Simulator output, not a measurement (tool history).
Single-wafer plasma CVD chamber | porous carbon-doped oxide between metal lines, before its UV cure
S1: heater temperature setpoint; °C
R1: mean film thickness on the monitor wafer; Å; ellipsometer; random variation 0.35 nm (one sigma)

{"run": 1, "day": 0.0, "S1": 310, "RF power (W)": 620, "deposition time (s)": 14.6, "R1": 845.61}
{"run": 2, "day": 0.308, "S1": 310, "RF power (W)": 685, "deposition time (s)": 14.6, "R1": 892.44}
{"run": 3, "day": 0.396, "S1": 308, "RF power (W)": 690, "deposition time (s)": 14.6, "R1": 901.6}
{"run": 4, "day": 0.592, "S1": 308, "RF power (W)": 690, "deposition time (s)": 13.9, "R1": 862.07}
{"run": 5, "day": 0.904, "S1": 315, "RF power (W)": 690, "deposition time (s)": 13.9, "R1": 836.9}
{"run": 6, "day": 1.108, "S1": 311, "RF power (W)": 700, "deposition time (s)": 13.9, "R1": 859.76}

Forecast run 7:
{"run": 7, "day": 1.367, "S1": 308, "RF power (W)": 710, "deposition time (s)": 13.9, "R1": "?"}

{"run 7": {"R1": 870.76}}
